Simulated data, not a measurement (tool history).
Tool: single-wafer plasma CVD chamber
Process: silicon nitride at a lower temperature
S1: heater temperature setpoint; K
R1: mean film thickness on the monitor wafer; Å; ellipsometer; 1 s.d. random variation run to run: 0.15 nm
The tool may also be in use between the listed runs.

Run 1, hour 0: S1 608.15 K, chamber pressure (mTorr) 2010, RF power (W) 365, deposition time (s) 25.6. Result: R1 360.12 Å.
Run 2, hour 2.3: S1 608.15 K, chamber pressure (mTorr) 2060, RF power (W) 375, deposition time (s) 25.7. Result: R1 372.57 Å.
Run 3, hour 11.1: S1 608.15 K, chamber pressure (mTorr) 2110, RF power (W) 380, deposition time (s) 25.7. Result: R1 377.03 Å.
Run 4, hour 13: S1 617.15 K, chamber pressure (mTorr) 2110, RF power (W) 380, deposition time (s) 25.7. Result: R1 374.92 Å.
Run 5, hour 19.4: S1 617.15 K, chamber pressure (mTorr) 2110, RF power (W) 415, deposition time (s) 25.7. Result: R1 401.01 Å.
Run 6, hour 24.2: S1 617.15 K, chamber pressure (mTorr) 2110, RF power (W) 445, deposition time (s) 25.7. Result: R1 419.15 Å.
Run 7, hour 29.6: S1 617.15 K, chamber pressure (mTorr) 2140, RF power (W) 445, deposition time (s) 25.7. Result: R1 423.23 Å.
Run 8, hour 36.9: S1 617.15 K, chamber pressure (mTorr) 2160, RF power (W) 445, deposition time (s) 25.7. Result: R1 424.76 Å.

Run 9, settings as shown, results not yet in. Your forecast:
Run 9, hour 42.3: S1 617.15 K, chamber pressure (mTorr) 2180, RF power (W) 445, deposition time (s) 25.7. Result: R1 ?.

Run 9 produced R1 424.63 Å.
